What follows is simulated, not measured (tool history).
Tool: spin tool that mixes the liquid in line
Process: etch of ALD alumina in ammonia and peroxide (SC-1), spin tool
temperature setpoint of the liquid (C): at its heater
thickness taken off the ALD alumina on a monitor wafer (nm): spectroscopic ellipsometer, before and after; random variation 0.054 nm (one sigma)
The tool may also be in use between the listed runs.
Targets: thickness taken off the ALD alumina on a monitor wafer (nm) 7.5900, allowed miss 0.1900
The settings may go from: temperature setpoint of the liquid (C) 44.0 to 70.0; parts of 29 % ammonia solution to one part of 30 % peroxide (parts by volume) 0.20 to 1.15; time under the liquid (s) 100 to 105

| run | hour | temperature setpoint of the liquid (C) | parts of 29 % ammonia solution to one part of 30 % peroxide (parts by volume) | time under the liquid (s) | thickness taken off the ALD alumina on a monitor wafer (nm) |
|---|---|---|---|---|---|
| 1 | 0.0 | 60.0 | 0.65 | 100 | 8.5095 |
| 2 | 5.2 | 59.5 | 0.65 | 100 | 8.4444 |
| 3 | 8.6 | 59.5 | 0.50 | 100 | 8.2316 |
| 4 | 12.8 | 59.5 | 0.50 | 100 | 8.2718 |
| 5 | 15.2 | 59.0 | 0.50 | 100 | 8.0161 |
| 6 | 16.3 | 59.0 | 0.50 | 105 | 8.3815 |
| 7 | 23.0 | 58.5 | 0.50 | 105 | 8.1520 |
| 8 | 30.6 | 58.0 | 0.50 | 105 | 7.9100 |

Which of these 5 next moves meets every target?
| A | 38.2 | 57.0 | 0.55 | 105 | ? |
| B | 38.2 | 59.5 | 0.45 | 100 | ? |
| C | 38.2 | 58.0 | 0.55 | 105 | ? |
| D | 38.2 | 60.0 | 0.20 | 105 | ? |
| E | 38.2 | 58.0 | 0.75 | 105 | ? |

| move | thickness taken off the ALD alumina on a monitor wafer (nm) |
|---|---|
| A | 7.6013 |
| B | 8.0885 |
| C | 8.0089 |
| D | 8.0688 |
| E | 8.2478 |
A: meets every target
B: further off than the last run
C: further off than the last run
D: further off than the last run
E: further off than the last run
The right move is A.

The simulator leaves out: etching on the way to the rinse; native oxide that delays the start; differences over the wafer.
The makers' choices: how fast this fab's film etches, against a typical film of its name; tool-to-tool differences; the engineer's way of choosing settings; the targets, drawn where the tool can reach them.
